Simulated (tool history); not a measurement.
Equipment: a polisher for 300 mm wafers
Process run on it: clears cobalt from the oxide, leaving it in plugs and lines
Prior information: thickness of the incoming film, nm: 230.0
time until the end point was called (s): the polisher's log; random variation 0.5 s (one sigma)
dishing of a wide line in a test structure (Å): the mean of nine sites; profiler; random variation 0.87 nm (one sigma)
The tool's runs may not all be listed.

run    day  flow of slurry (ml/min)  pressure of the wafer on the pad (kPa)  speed of the pad under the wafer (m/s)  overpolish time after the end point (s)  time until the end point was called (s)  dishing of a wide line in a test structure (Å)
  1  0.000                      165                                    12.4                                    1.18                                       23                                   41.683                                          565.21
  2  0.138                      165                                    13.1                                    1.20                                       23                                   38.469                                          577.94
  3  0.392                      165                                    13.8                                    1.20                                       23                                   37.371                                          581.82
  4  0.433                      165                                    14.5                                    1.22                                       23                                   34.492                                          589.07
  5  0.567                      165                                    15.2                                    1.22                                       23                                   33.454                                          592.77
  6  0.842                      165                                    15.2                                    1.22                                       15                                   32.775                                          524.01

Forecast run 7:
  7  0.908                      165                                    15.9                                    1.24                                       16                                        ?                                               ?

{"run 7": {"time until the end point was called (s)": 31.716, "dishing of a wide line in a test structure (Å)": 548.19}}
